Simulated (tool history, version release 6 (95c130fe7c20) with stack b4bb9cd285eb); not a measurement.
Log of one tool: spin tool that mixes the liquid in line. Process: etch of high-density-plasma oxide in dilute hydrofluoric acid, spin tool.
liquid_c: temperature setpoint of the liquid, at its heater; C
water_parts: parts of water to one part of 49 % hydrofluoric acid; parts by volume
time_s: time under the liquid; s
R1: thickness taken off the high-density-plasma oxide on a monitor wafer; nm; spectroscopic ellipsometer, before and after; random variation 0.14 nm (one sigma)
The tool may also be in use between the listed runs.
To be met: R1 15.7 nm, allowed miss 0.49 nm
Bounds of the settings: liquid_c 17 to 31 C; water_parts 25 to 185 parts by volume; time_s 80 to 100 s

Run 1, hour 0: liquid_c 23 C, water_parts 105 parts by volume, time_s 100 s. Result: R1 6.1001 nm.
Run 2, hour 5.8: liquid_c 23 C, water_parts 105 parts by volume, time_s 100 s. Result: R1 6.047 nm.
Run 3, hour 7.7: liquid_c 26 C, water_parts 105 parts by volume, time_s 100 s. Result: R1 6.8291 nm.
Run 4, hour 9: liquid_c 26 C, water_parts 140 parts by volume, time_s 100 s. Result: R1 4.9333 nm.
Run 5, hour 13.6: liquid_c 25 C, water_parts 140 parts by volume, time_s 100 s. Result: R1 4.7884 nm.
Run 6, hour 18.5: liquid_c 25.5 C, water_parts 130 parts by volume, time_s 100 s. Result: R1 5.241 nm.
Run 7, hour 23.7: liquid_c 26 C, water_parts 120 parts by volume, time_s 100 s. Result: R1 5.9399 nm.
Run 8, hour 25.6: liquid_c 26.5 C, water_parts 110 parts by volume, time_s 100 s. Result: R1 6.6323 nm.
Run 9, hour 27.4: liquid_c 27 C, water_parts 100 parts by volume, time_s 100 s. Result: R1 7.4875 nm.

Which of these 4 next moves meets every target?
Run A, hour 29.2: liquid_c 27 C, water_parts 125 parts by volume, time_s 85 s. Result: R1 ?.
Run B, hour 29.2: liquid_c 28.5 C, water_parts 85 parts by volume, time_s 100 s. Result: R1 ?.
Run C, hour 29.2: liquid_c 24.5 C, water_parts 45 parts by volume, time_s 95 s. Result: R1 ?.
Run D, hour 29.2: liquid_c 30.5 C, water_parts 45 parts by volume, time_s 100 s. Result: R1 ?.

move      R1
   A  4.9952
   B  9.6517
   C  15.605
   D  20.908
A: further off than the last run
B: nearer than the last run, and not there yet
C: meets every target
D: takes the result that was furthest off past its target
The right move is C.
